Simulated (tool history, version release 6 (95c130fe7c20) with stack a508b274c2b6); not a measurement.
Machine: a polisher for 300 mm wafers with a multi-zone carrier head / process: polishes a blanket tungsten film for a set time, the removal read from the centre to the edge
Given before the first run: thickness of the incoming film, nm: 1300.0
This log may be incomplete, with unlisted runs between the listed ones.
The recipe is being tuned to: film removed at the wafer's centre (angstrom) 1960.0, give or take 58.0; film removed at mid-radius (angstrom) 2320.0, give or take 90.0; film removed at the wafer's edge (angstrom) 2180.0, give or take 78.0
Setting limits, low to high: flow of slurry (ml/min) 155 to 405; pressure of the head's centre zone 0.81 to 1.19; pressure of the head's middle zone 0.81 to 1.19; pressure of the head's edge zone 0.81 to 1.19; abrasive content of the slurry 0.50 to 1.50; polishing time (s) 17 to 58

run,hour,flow of slurry (ml/min),pressure of the head's centre zone,pressure of the head's middle zone,pressure of the head's edge zone,abrasive content of the slurry,polishing time (s),film removed at the wafer's centre (angstrom),film removed at mid-radius (angstrom),film removed at the wafer's edge (angstrom)
1,0.0,260,1.00,1.00,1.00,1.00,37,1441.9,1440.1,1430.7
2,3.9,260,0.99,1.03,1.03,1.10,39,1515.0,1626.5,1580.8
3,4.7,265,1.00,1.05,1.05,1.20,40,1635.6,1696.0,1611.1
4,7.6,265,1.04,1.05,1.05,1.20,40,1667.0,1688.2,1663.8
5,14.5,325,1.04,1.05,1.05,1.20,40,1697.9,1763.6,1677.3
6,21.9,330,1.02,1.05,1.07,1.25,41,1765.2,1822.1,1744.7
7,28.4,320,0.99,1.06,1.09,1.30,42,1786.7,1857.8,1863.1
8,30.7,325,0.98,1.09,1.10,1.35,43,1828.4,1985.0,1861.8
9,32.5,330,0.96,1.10,1.12,1.40,44,1876.4,2053.7,2003.6
10,35.2,335,0.95,1.12,1.13,1.40,44,1819.7,2136.9,1989.4
11,38.8,340,0.95,1.12,1.14,1.40,44,1896.7,2111.6,2020.3
12,47.4,340,0.94,1.13,1.15,1.40,44,1854.9,2096.7,2012.9
13,55.3,340,0.94,1.14,1.15,1.40,44,1850.4,2117.0,2013.8
14,58.1,340,0.94,1.15,1.16,1.40,44,1856.4,2162.8,2046.0
15,62.6,340,0.94,1.16,1.16,1.40,44,1849.2,2187.9,2028.5
16,69.6,340,0.94,1.16,1.17,1.40,44,1854.7,2219.3,2079.3
17,75.9,340,0.95,1.16,1.17,1.40,44,1858.4,2206.4,1997.6
18,84.7,345,0.94,1.16,1.17,1.40,44,1854.4,2169.3,2024.4
19,92.3,340,0.93,1.16,1.17,1.45,45,1929.2,2230.8,2065.6
20,95.3,340,0.93,1.16,1.17,1.45,45,1887.8,2229.8,2039.2
21,103.3,350,0.93,1.16,1.17,1.45,45,1930.2,2241.6,2070.6

Which one of the following 4 next-run settings gets every result inside its allowed miss? There is exactly one.
A,111.3,325,0.84,0.99,1.19,1.35,48,?,?,?
B,111.3,380,1.06,1.15,1.05,1.50,43,?,?,?
C,111.3,345,1.05,1.10,1.15,1.50,43,?,?,?
D,111.3,320,0.91,1.13,1.15,1.50,47,?,?,?

move,film removed at the wafer's centre (angstrom),film removed at mid-radius (angstrom),film removed at the wafer's edge (angstrom)
A,1862.2,2084.0,2182.9
B,1985.6,2204.1,1897.7
C,1957.6,2105.7,1977.1
D,1956.2,2341.8,2150.0
A: meets the target for the result that was furthest off, but another lies outside its allowed miss
B: moves away from the targets compared with the last run
C: moves away from the targets compared with the last run
D: in spec on every target
Answer: D

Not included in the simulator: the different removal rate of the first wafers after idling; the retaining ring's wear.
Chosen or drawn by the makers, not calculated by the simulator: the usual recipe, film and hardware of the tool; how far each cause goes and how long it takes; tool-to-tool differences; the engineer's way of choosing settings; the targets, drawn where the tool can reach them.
